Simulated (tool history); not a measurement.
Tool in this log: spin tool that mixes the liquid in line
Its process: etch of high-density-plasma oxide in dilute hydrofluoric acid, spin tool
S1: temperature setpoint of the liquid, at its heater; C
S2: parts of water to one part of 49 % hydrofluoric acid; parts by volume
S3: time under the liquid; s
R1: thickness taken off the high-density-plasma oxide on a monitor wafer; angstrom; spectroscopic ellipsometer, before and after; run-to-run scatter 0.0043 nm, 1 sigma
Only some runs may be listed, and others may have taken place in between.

run	day	S1	S2	S3	R1
1	0.000	25.0	255	70	12.3360
2	0.079	25.0	255	70	12.2770
3	0.379	22.5	275	70	10.3800
4	0.750	21.0	295	70	8.9730
5	0.829	21.0	295	70	8.8858
6	1.025	21.0	225	70	12.5350

Run 7 comes next. What will it give?
7	1.067	20.0	255	70	?

R1: 10.3610 angstrom
